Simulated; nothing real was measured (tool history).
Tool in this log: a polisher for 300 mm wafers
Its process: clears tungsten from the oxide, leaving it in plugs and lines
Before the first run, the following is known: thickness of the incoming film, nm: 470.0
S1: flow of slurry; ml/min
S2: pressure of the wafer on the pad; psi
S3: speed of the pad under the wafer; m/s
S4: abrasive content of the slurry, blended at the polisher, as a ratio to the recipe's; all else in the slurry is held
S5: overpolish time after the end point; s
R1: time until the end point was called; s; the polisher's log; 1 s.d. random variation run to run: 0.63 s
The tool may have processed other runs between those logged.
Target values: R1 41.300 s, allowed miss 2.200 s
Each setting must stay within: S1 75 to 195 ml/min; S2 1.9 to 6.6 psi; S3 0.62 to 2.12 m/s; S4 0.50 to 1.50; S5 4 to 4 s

run,hour,S1,S2,S3,S4,S5,R1
1,0.0,125,4.2,1.36,1.00,4,73.452
2,7.6,125,4.2,1.06,1.00,4,91.475
3,13.5,95,4.2,1.06,1.00,4,96.123
4,18.5,95,4.2,0.74,1.00,4,123.720
5,22.8,100,4.6,0.84,1.00,4,103.650
6,25.3,100,4.6,0.84,0.80,4,107.730
7,30.5,105,4.9,0.94,0.80,4,93.989
8,34.2,105,5.2,1.02,0.80,4,83.466
9,42.2,125,6.4,1.40,0.85,4,50.963
10,49.7,125,6.4,1.44,0.85,4,50.283
11,56.0,125,6.4,1.48,0.85,4,47.439
12,64.1,125,6.4,1.50,0.85,4,47.146
13,71.7,125,6.4,1.52,0.85,4,46.127
14,74.5,125,6.4,1.54,0.85,4,46.485
15,77.2,125,6.4,1.56,0.85,4,46.106
16,86.1,125,6.4,1.58,0.85,4,45.146
17,92.4,125,6.4,1.60,0.85,4,44.492
18,93.2,125,6.5,1.62,0.85,4,44.073

Pick the move, out of 5, that brings all results within their allowed miss; only one does.
A,94.0,105,6.4,1.82,0.85,4,?
B,94.0,110,6.6,1.98,0.80,4,?
C,94.0,145,5.3,1.78,1.10,4,?
D,94.0,115,5.6,1.64,0.95,4,?
E,94.0,155,6.6,1.86,1.00,4,?

move,R1
A,42.191
B,38.200
C,45.504
D,49.985
E,35.950
A: every result lands within tolerance
B: pushes the last run's worst result past its target
C: further off than the last run
D: further off than the last run
E: pushes the last run's worst result past its target
Move A is the one to make.
